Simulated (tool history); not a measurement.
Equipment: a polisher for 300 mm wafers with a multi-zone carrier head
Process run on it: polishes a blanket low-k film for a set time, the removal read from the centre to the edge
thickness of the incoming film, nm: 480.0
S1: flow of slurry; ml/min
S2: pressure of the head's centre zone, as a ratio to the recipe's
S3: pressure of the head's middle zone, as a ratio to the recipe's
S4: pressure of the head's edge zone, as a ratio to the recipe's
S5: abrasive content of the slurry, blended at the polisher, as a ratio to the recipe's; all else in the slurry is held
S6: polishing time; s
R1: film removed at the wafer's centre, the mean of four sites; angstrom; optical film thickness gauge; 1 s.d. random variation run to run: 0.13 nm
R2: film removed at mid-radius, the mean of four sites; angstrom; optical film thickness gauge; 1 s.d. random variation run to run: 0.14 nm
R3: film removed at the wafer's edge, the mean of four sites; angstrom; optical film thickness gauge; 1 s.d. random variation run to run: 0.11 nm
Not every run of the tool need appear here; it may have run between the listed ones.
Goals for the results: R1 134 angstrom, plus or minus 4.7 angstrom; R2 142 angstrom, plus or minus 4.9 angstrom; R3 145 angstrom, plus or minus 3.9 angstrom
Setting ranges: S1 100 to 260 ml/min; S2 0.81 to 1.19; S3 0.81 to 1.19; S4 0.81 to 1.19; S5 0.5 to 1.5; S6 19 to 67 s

run  hour   S1    S2    S3    S4    S5  S6      R1      R2      R3
  1     0  165     1     1     1     1  43  156.44  156.87  155.71
  2   1.4  165     1     1     1   1.2  43  166.63  168.58  165.89
  3   8.2  165     1     1  0.92   1.2  43  166.91  169.35  161.25
  4     9  195     1     1  0.92   1.2  43  171.62  176.05  164.77
  5  17.3  195     1     1  0.96   1.2  43  172.18   174.5  166.46
  6  18.7  195     1  1.08  0.96   1.2  43  173.83  186.49  167.99
  7  20.9  180  0.97  1.03  0.94  1.15  43  167.54   173.7  163.88
  8    22  170  0.93  1.03  0.95  1.05  43  149.49  164.17   156.2
  9  27.2  160  0.92     1  0.94  1.05  43  148.47  161.57  151.97
 10  31.3  150  0.91  0.97  0.96  1.05  43  144.86  151.89  154.02
 11  37.5  110  0.89  0.96  0.91     1  43  127.41  139.47  139.02
 12  46.5  115  0.89  0.96  0.92     1  43  129.54  136.87  142.57

5 next moves are on the table. One of them brings every result within its allowed miss. Which?
  A  55.5  110  0.81  1.03  0.97     1  46   ?   ?   ?
  B  55.5  140  0.98   0.9  0.96  1.05  40   ?   ?   ?
  C  55.5  100  0.85  1.01  0.95     1  48   ?   ?   ?
  D  55.5  135  0.94  0.87  0.89   0.9  43   ?   ?   ?
  E  55.5  100  0.88  0.91  0.85   1.1  46   ?   ?   ?

move      R1      R2      R3
   A  122.71  159.56  153.69
   B  137.25  134.56  142.09
   C   128.8  158.92  155.66
   D  131.73  130.33     137
   E  132.25  145.34  147.83
A: the result that was furthest off in the last run now lies on the other side of its target
B: lands further from the targets than the last run did
C: the result that was furthest off in the last run now lies on the other side of its target
D: lands further from the targets than the last run did
E: all results land within tolerance of their targets
So the answer is move E, the one that meets all the targets.
